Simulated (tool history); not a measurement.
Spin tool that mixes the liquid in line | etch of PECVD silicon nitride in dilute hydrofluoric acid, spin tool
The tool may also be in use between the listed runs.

run    day  temperature setpoint of the liquid (K)  parts of water to one part of 49 % hydrofluoric acid (parts by volume)  time under the liquid (s)  thickness taken off the PECVD silicon nitride on a monitor wafer (Å)
  1  0.000                                  293.15                                                                      55                        260                                                                114.42
  2  0.283                                  296.65                                                                      55                        260                                                                144.01
  3  0.533                                  299.65                                                                      55                        260                                                                175.66
  4  0.746                                  298.15                                                                      60                        260                                                                147.35
  5  0.892                                  300.15                                                                      60                        260                                                                168.33
  6  1.188                                  300.15                                                                      40                        260                                                                248.46
  7  1.229                                  298.65                                                                      45                        260                                                                203.12
  8  1.462                                  297.65                                                                      50                        260                                                                169.13

Run 9 comes next. What will it give?
  9  1.817                                  296.65                                                                      55                        260                                                                     ?

Run 9 gave thickness taken off the PECVD silicon nitride on a monitor wafer (Å) 144.71.
